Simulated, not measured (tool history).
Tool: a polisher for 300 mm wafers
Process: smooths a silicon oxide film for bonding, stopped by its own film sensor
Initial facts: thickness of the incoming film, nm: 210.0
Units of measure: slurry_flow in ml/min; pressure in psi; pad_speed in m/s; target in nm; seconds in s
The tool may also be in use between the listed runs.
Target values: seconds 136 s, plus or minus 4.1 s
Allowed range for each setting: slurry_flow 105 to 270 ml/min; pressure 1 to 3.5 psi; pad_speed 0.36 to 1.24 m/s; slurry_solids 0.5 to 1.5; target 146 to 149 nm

run	day	slurry_flow	pressure	pad_speed	slurry_solids	target	seconds
1	0	175	2.2	0.8	1	149	98.333
2	0.071	175	2.5	0.8	1	149	87.362
3	0.292	170	2.3	0.8	1	149	95.829
4	0.596	170	2.3	0.8	1	146	100
5	0.946	170	2.2	0.8	1	146	103.08
6	1.171	170	2.1	0.8	1	146	110.61
7	1.412	170	2.1	0.8	1	146	108.21
8	1.688	170	2	0.8	1	146	114.19
9	1.833	170	1.9	0.8	1	146	120.5
10	2.179	155	1.6	0.8	1	146	144.16
11	2.479	160	1.6	0.8	1	146	142.95
12	2.579	165	1.6	0.8	1	146	144.31

Pick the move, out of 4, that brings all results within their allowed miss; only one does.
A	2.679	175	1.5	0.78	1	147	?
B	2.679	165	1.9	0.62	1.05	149	?
C	2.679	145	1.7	0.86	1.05	147	?
D	2.679	155	1.6	0.9	1	149	?

move	seconds
A	151.52
B	137.11
C	127.79
D	126.96
A: misses by more than the last run did
B: all results in spec
C: carries the result that was furthest off beyond its target, to the other side
D: carries the result that was furthest off beyond its target, to the other side
Go with B: it meets all targets.
